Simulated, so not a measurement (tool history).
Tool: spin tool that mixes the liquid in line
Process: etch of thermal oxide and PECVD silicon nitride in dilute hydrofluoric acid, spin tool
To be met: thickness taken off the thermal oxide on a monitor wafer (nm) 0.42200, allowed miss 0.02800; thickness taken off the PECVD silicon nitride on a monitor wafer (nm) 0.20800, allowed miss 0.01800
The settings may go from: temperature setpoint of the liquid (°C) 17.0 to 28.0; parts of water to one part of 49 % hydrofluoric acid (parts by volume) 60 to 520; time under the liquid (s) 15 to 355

run,day,temperature setpoint of the liquid (°C),parts of water to one part of 49 % hydrofluoric acid (parts by volume),time under the liquid (s),thickness taken off the thermal oxide on a monitor wafer (nm),thickness taken off the PECVD silicon nitride on a monitor wafer (nm)
1,0.000,20.0,290,180,1.99010,0.88484
2,0.100,19.5,340,155,1.33650,0.66043
3,0.350,19.5,290,155,1.65370,0.74180
4,0.588,19.5,390,155,1.17640,0.56947
5,0.779,19.0,415,130,0.87312,0.40843
6,0.833,19.0,415,185,1.24210,0.59647
7,1.050,18.5,440,160,0.98136,0.47726
8,1.346,18.5,460,140,0.81109,0.39927
9,1.533,18.0,475,125,0.66730,0.33941
10,1.775,18.0,480,110,0.57120,0.29666
# day 1.817: hydrofluoric acid flow meter replaced
11,1.817,18.0,485,100,0.49694,0.25339

5 next moves are on the table. One of them brings every result within its allowed miss. Which?
A,1.858,17.0,420,65,?,?
B,1.858,21.0,450,80,?,?
C,1.858,25.0,520,75,?,?
D,1.858,17.0,480,90,?,?
E,1.858,17.0,345,65,?,?

move,thickness taken off the thermal oxide on a monitor wafer (nm),thickness taken off the PECVD silicon nitride on a monitor wafer (nm)
A,0.37143,0.17622
B,0.47850,0.25998
C,0.41634,0.26707
D,0.43018,0.21520
E,0.47961,0.21218
A: takes the result that was furthest off past its target
B: further off than the last run
C: brings the result that was furthest off to its target, and leaves another outside
D: meets every target
E: nearer than the last run, and not there yet
Move D is the one to make.

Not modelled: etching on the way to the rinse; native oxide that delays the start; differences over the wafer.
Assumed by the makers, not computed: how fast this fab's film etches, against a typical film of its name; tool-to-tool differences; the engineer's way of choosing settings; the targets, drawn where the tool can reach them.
